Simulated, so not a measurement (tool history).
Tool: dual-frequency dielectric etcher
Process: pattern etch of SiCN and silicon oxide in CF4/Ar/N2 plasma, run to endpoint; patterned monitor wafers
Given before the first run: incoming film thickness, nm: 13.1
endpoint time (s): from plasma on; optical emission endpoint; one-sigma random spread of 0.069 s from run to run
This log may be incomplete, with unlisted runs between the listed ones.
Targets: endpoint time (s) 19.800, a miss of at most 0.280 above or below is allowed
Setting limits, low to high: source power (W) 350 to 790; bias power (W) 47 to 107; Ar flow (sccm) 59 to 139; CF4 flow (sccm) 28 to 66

{"run": 1, "day": 0.0, "source power (W)": 570, "bias power (W)": 77, "Ar flow (sccm)": 99, "CF4 flow (sccm)": 47, "endpoint time (s)": 13.701}
{"run": 2, "day": 0.104, "source power (W)": 500, "bias power (W)": 75, "Ar flow (sccm)": 100, "CF4 flow (sccm)": 47, "endpoint time (s)": 16.106}
{"run": 3, "day": 0.129, "source power (W)": 470, "bias power (W)": 75, "Ar flow (sccm)": 100, "CF4 flow (sccm)": 47, "endpoint time (s)": 17.378}
{"run": 4, "day": 0.371, "source power (W)": 470, "bias power (W)": 85, "Ar flow (sccm)": 100, "CF4 flow (sccm)": 47, "endpoint time (s)": 16.626}
{"run": 5, "day": 0.617, "source power (W)": 470, "bias power (W)": 85, "Ar flow (sccm)": 100, "CF4 flow (sccm)": 53, "endpoint time (s)": 16.218}
{"run": 6, "day": 0.862, "source power (W)": 570, "bias power (W)": 85, "Ar flow (sccm)": 100, "CF4 flow (sccm)": 53, "endpoint time (s)": 13.103}
{"run": 7, "day": 1.217, "source power (W)": 510, "bias power (W)": 85, "Ar flow (sccm)": 100, "CF4 flow (sccm)": 53, "endpoint time (s)": 14.712}
{"run": 8, "day": 1.392, "source power (W)": 470, "bias power (W)": 85, "Ar flow (sccm)": 100, "CF4 flow (sccm)": 53, "endpoint time (s)": 16.331}
{"run": 9, "day": 1.533, "source power (W)": 440, "bias power (W)": 85, "Ar flow (sccm)": 100, "CF4 flow (sccm)": 53, "endpoint time (s)": 17.602}
{"run": 10, "day": 1.629, "source power (W)": 420, "bias power (W)": 85, "Ar flow (sccm)": 100, "CF4 flow (sccm)": 53, "endpoint time (s)": 18.702}
{"run": 11, "day": 1.867, "source power (W)": 410, "bias power (W)": 85, "Ar flow (sccm)": 100, "CF4 flow (sccm)": 53, "endpoint time (s)": 19.369}

Which one of the following 5 next-run settings gets every result inside its allowed miss? There is exactly one.
{"run": "A", "day": 2.104, "source power (W)": 420, "bias power (W)": 86, "Ar flow (sccm)": 98, "CF4 flow (sccm)": 49, "endpoint time (s)": "?"}
{"run": "B", "day": 2.104, "source power (W)": 390, "bias power (W)": 101, "Ar flow (sccm)": 86, "CF4 flow (sccm)": 58, "endpoint time (s)": "?"}
{"run": "C", "day": 2.104, "source power (W)": 410, "bias power (W)": 88, "Ar flow (sccm)": 90, "CF4 flow (sccm)": 47, "endpoint time (s)": "?"}
{"run": "D", "day": 2.104, "source power (W)": 400, "bias power (W)": 91, "Ar flow (sccm)": 100, "CF4 flow (sccm)": 49, "endpoint time (s)": "?"}
{"run": "E", "day": 2.104, "source power (W)": 430, "bias power (W)": 82, "Ar flow (sccm)": 97, "CF4 flow (sccm)": 47, "endpoint time (s)": "?"}

move=A endpoint_time_(s)=18.913
move=B endpoint_time_(s)=18.934
move=C endpoint_time_(s)=19.310
move=D endpoint_time_(s)=19.806
move=E endpoint_time_(s)=18.762
A: the biggest miss grows against the last run
B: the biggest miss grows against the last run
C: the biggest miss grows against the last run
D: all results land within tolerance of their targets
E: the biggest miss grows against the last run
The right move is D.
